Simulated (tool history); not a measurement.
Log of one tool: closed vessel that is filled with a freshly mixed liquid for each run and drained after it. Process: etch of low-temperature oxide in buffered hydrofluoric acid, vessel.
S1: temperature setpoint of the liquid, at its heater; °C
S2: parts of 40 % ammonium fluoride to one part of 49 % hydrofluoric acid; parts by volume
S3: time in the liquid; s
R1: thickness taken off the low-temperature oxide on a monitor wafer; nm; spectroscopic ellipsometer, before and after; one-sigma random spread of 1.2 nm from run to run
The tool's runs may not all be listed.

run  hour    S1    S2  S3      R1
  1     0    24   9.5  30  80.813
  2   8.5    24  10.5  30  75.675
  3  10.4    25  10.5  30  78.231
  4  16.7    26  10.5  30  83.274
  5  22.1  26.5  10.5  30  85.371
  6  24.1  26.5     8  30  107.38

Estimate the outcome of run 7 from the log above:
  7  27.3  27   8  30   ?

R1: 111.8 nm

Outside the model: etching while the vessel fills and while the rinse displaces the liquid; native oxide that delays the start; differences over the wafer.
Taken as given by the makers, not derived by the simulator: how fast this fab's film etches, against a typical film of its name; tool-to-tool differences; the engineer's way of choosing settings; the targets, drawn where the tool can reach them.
